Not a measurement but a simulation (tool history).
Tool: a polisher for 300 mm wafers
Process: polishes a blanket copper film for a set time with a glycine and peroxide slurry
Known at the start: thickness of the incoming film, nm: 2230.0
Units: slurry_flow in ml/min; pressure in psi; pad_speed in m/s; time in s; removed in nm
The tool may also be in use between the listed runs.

run,day,slurry_flow,pressure,pad_speed,time,removed
1,0,240,2.8,1.08,61,358.45
2,0.35,240,2.8,0.82,61,292.04
3,0.662,300,2.8,0.82,61,298.73
4,0.854,300,2.8,0.94,61,327.26
5,1.204,300,2.8,0.94,55,290.67
6,1.371,300,2.8,0.94,61,326.73
7,1.712,300,3,0.94,61,342.65
8,1.796,300,3.2,0.94,61,352.59
9,2.104,305,4,1.04,61,440.64

The next listed run, before its measurement:
10,2.458,305,4.1,1.04,61,?

{"run 10": {"removed": 434.15}}

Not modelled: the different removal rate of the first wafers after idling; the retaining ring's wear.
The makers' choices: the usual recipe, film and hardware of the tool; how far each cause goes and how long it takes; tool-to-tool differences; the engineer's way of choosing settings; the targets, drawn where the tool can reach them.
